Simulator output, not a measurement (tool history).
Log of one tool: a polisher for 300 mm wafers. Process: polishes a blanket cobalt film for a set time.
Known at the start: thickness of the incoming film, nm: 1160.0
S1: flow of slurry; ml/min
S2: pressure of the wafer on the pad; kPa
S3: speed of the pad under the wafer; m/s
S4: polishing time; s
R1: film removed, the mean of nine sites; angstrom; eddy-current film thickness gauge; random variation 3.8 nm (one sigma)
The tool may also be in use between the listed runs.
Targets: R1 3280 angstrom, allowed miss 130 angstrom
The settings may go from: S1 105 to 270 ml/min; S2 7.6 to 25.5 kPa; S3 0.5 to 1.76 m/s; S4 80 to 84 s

run  hour   S1    S2    S3  S4      R1
  1     0  175  16.5  1.12  80  5410.4
  2   4.1  175  16.5  1.12  84  5616.3
  3  12.2  190  16.5  1.12  84  5736.7
  4  18.1  190  16.5  1.22  84  5986.3
  5  25.7  190  16.5  1.48  84    6813
  6  30.4  190  15.9  1.44  84    6696
  7  31.4  190  15.2  1.38  84  6113.5
  8  34.1  190  14.5  1.34  84  5703.4
  9  41.3  190  13.8  1.32  84  5448.6
 10  44.5  190  13.1   1.3  84  5272.3
 11  47.7  190  12.4  1.26  84  4868.7
 12  52.7  190  11.7  1.24  84  4576.6
 13  56.1  190  11.7  1.24  84  4662.3
 14  60.3  190    11  1.22  84  4374.7
 15  65.6  190  10.3   1.2  84  4140.3
 16    72  180   7.6  1.12  84  3136.1
 17  80.3  190   7.6  1.12  84  3115.1

Which of these 5 next moves meets every target?
  A  88.6  195  7.6  1.16  80   ?
  B  88.6  175  8.3  0.96  84   ?
  C  88.6  190    9  1.26  81   ?
  D  88.6  165  8.3  1.16  84   ?
  E  88.6  195  8.3  1.22  84   ?

move      R1
   A  3025.6
   B  2932.9
   C  3641.4
   D    3290
   E  3497.7
A: further off than the last run
B: further off than the last run
C: takes the result that was furthest off past its target
D: meets every target
E: takes the result that was furthest off past its target
Answer: D
